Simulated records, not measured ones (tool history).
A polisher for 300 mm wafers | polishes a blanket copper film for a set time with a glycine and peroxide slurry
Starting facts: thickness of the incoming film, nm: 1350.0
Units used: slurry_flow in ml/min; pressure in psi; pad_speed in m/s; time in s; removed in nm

run  hour  slurry_flow  pressure  pad_speed  time  removed
  1   0.0          260       3.4       0.80    80   478.34
  2   3.9          260       3.7       0.82    80   530.17
  3   5.2          230       3.7       0.82    80   512.03
  4   9.7          230       3.7       1.02    80   601.04
  5  12.9          190       3.7       1.02    80   578.06
  6  17.1          235       3.7       1.02    80   620.46
  7  23.3          250       3.8       1.02    80   623.84

Forecast run 8:
  8  31.2          255       4.0       1.02    80        ?

removed: 661.24 nm
